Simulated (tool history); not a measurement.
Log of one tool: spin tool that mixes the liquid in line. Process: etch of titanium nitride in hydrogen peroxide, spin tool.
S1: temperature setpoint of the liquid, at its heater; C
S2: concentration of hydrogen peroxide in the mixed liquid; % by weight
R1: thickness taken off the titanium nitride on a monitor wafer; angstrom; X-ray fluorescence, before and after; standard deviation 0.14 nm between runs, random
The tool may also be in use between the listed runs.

{"run": 1, "day": 0.0, "S1": 44, "S2": 20.5, "time under the liquid (s)": 285, "R1": 45.172}
{"run": 2, "day": 0.354, "S1": 44, "S2": 20.5, "time under the liquid (s)": 285, "R1": 44.778}
{"run": 3, "day": 0.65, "S1": 44, "S2": 24, "time under the liquid (s)": 285, "R1": 46.306}
{"run": 4, "day": 0.892, "S1": 44, "S2": 24, "time under the liquid (s)": 285, "R1": 47.157}
{"run": 5, "day": 1.008, "S1": 46.5, "S2": 24, "time under the liquid (s)": 285, "R1": 57.212}
{"run": 6, "day": 1.304, "S1": 52, "S2": 24, "time under the liquid (s)": 285, "R1": 84.877}
{"run": 7, "day": 1.346, "S1": 53, "S2": 24, "time under the liquid (s)": 285, "R1": 90.379}
{"run": 8, "day": 1.4, "S1": 53.5, "S2": 24, "time under the liquid (s)": 285, "R1": 94.069}
{"run": 9, "day": 1.683, "S1": 54, "S2": 24, "time under the liquid (s)": 285, "R1": 96.514}
{"run": 10, "day": 2.042, "S1": 54.5, "S2": 24, "time under the liquid (s)": 285, "R1": 103.02}

Predict the results of run 11:
{"run": 11, "day": 2.254, "S1": 54.5, "S2": 24, "time under the liquid (s)": 285, "R1": "?"}

Run 11 measured R1 100.19 angstrom.
